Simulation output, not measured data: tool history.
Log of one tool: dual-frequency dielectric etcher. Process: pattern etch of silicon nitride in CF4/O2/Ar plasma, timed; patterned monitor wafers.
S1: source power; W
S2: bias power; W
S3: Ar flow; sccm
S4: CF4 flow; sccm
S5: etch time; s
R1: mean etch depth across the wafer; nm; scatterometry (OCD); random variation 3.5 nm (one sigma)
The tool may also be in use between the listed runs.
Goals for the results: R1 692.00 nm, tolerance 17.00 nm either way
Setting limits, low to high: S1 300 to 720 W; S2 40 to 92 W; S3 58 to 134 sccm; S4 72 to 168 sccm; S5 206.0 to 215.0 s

run,hour,S1,S2,S3,S4,S5,R1
1,0.0,510,66,96,120,206.0,508.23
2,6.4,560,67,96,120,206.0,562.03
3,9.9,590,67,96,120,206.0,590.92
4,11.5,590,58,96,120,206.0,569.92
5,18.8,590,58,81,120,206.0,581.11
6,24.1,590,58,81,120,215.0,600.57
7,26.2,610,58,81,120,215.0,616.26
8,32.7,630,58,81,120,215.0,641.57
9,34.5,640,58,81,120,215.0,652.81
10,38.6,650,58,81,120,215.0,655.38
11,43.1,660,58,81,120,215.0,667.95

Consider the 4 candidate settings below. Which is the only one whose results all fall within their allowed miss of target?
A,47.6,680,63,92,117,215.0,?
B,47.6,700,71,87,117,215.0,?
C,47.6,680,66,63,105,215.0,?
D,47.6,630,62,79,117,211.5,?

move,R1
A,691.68
B,736.57
C,719.19
D,640.24
A: hits every target within its allowed miss
B: moves the result that the last run missed by most past its target, out the other side
C: moves the result that the last run missed by most past its target, out the other side
D: further off than the last run
Move A is the one to make.
